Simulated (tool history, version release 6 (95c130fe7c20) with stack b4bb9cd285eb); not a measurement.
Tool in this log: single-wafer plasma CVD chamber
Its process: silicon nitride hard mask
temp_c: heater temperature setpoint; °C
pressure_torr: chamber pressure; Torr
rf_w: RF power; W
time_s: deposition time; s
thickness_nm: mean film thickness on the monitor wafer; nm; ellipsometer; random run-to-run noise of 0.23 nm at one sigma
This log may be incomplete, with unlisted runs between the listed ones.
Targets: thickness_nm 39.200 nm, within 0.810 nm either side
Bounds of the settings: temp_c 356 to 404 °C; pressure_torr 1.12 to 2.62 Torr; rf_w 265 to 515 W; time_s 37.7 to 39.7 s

{"run": 1, "hour": 0.0, "temp_c": 380, "pressure_torr": 1.87, "rf_w": 390, "time_s": 39.7, "thickness_nm": 49.662}
{"run": 2, "hour": 6.8, "temp_c": 387, "pressure_torr": 1.87, "rf_w": 390, "time_s": 39.7, "thickness_nm": 49.772}
{"run": 3, "hour": 12.1, "temp_c": 387, "pressure_torr": 1.87, "rf_w": 435, "time_s": 39.7, "thickness_nm": 53.546}
{"run": 4, "hour": 17.1, "temp_c": 387, "pressure_torr": 2.01, "rf_w": 435, "time_s": 39.7, "thickness_nm": 53.966}
{"run": 5, "hour": 25.0, "temp_c": 387, "pressure_torr": 2.01, "rf_w": 435, "time_s": 39.7, "thickness_nm": 54.61}
{"run": 6, "hour": 31.7, "temp_c": 394, "pressure_torr": 2.01, "rf_w": 435, "time_s": 39.7, "thickness_nm": 54.18}
{"run": 7, "hour": 33.0, "temp_c": 394, "pressure_torr": 1.84, "rf_w": 385, "time_s": 39.2, "thickness_nm": 48.041}
{"run": 8, "hour": 37.6, "temp_c": 394, "pressure_torr": 1.67, "rf_w": 360, "time_s": 39.0, "thickness_nm": 45.19}
{"run": 9, "hour": 38.7, "temp_c": 394, "pressure_torr": 1.55, "rf_w": 340, "time_s": 38.8, "thickness_nm": 42.448}

Next run, 5 choices. One meets every target within its allowed miss, the rest don't. Which?
{"run": "A", "hour": 39.8, "temp_c": 404, "pressure_torr": 1.39, "rf_w": 305, "time_s": 37.7, "thickness_nm": "?"}
{"run": "B", "hour": 39.8, "temp_c": 390, "pressure_torr": 1.55, "rf_w": 330, "time_s": 38.3, "thickness_nm": "?"}
{"run": "C", "hour": 39.8, "temp_c": 404, "pressure_torr": 1.92, "rf_w": 285, "time_s": 38.2, "thickness_nm": "?"}
{"run": "D", "hour": 39.8, "temp_c": 386, "pressure_torr": 1.12, "rf_w": 330, "time_s": 37.7, "thickness_nm": "?"}
{"run": "E", "hour": 39.8, "temp_c": 374, "pressure_torr": 1.6, "rf_w": 315, "time_s": 37.7, "thickness_nm": "?"}

move=A thickness_nm=36.647
move=B thickness_nm=40.656
move=C thickness_nm=37.387
move=D thickness_nm=37.700
move=E thickness_nm=39.058
A: moves the result that the last run missed by most past its target, out the other side
B: moves toward the targets from the last run without getting all of them in spec
C: moves the result that the last run missed by most past its target, out the other side
D: moves the result that the last run missed by most past its target, out the other side
E: every result lands within tolerance
Correct choice: E, which meets every target

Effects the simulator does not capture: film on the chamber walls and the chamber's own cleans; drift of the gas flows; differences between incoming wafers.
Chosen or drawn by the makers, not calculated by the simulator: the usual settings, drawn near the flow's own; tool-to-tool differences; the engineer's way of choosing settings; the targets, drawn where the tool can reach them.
